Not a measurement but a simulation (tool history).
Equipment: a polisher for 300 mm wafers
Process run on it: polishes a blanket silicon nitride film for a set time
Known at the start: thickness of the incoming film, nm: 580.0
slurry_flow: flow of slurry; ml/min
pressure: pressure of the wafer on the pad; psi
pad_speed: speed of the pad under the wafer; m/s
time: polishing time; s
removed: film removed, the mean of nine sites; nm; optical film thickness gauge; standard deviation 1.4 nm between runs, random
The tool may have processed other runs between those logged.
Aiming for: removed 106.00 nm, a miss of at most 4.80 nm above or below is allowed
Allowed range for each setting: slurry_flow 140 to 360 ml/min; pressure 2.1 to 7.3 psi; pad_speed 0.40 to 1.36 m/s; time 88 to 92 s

run	hour	slurry_flow	pressure	pad_speed	time	removed
1	0.0	230	4.7	0.88	88	156.00
2	8.8	230	4.2	0.88	88	142.40
3	11.2	230	4.2	0.88	92	152.79
4	20.0	230	4.2	0.88	88	146.73
5	26.3	260	4.2	0.88	88	147.58
6	27.3	215	4.2	0.88	88	145.05
7	29.1	215	3.7	0.86	88	133.08
8	36.3	215	3.3	0.84	88	121.69
9	43.2	215	3.1	0.84	88	118.61
10	51.4	215	2.9	0.84	88	114.25

Of the 4 settings listed for the next run, only one would bring every result within its allowed miss of target. Which one?
A	59.6	215	3.0	0.86	90	?
B	59.6	180	3.5	0.76	92	?
C	59.6	220	2.7	0.88	91	?
D	59.6	140	3.1	0.72	88	?

move	removed
A	119.35
B	125.17
C	114.85
D	106.43
A: lands further from the targets than the last run did
B: lands further from the targets than the last run did
C: lands further from the targets than the last run did
D: each result inside its tolerance
Go with D: it meets all targets.
